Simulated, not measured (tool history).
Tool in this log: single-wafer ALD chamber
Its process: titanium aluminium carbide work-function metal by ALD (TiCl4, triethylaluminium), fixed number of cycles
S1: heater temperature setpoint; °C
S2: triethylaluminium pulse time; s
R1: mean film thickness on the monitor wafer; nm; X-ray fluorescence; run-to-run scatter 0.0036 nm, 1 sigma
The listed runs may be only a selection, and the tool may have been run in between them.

run 1 hour=0.0 | S1=290 S2=13.64 | R1=2.14000
run 2 hour=3.1 | S1=286 S2=12.00 | R1=2.06490
run 3 hour=11.2 | S1=297 S2=12.00 | R1=2.20040
run 4 hour=12.7 | S1=291 S2=10.67 | R1=2.09260
run 5 hour=21.6 | S1=286 S2=9.59 | R1=1.98890
run 6 hour=23.5 | S1=282 S2=8.71 | R1=1.89200

Run 7 has not been measured yet. What should we expect?
run 7 hour=30.9 | S1=270 S2=4.91 | R1=?

Run 7 produced R1 0.90265 nm.
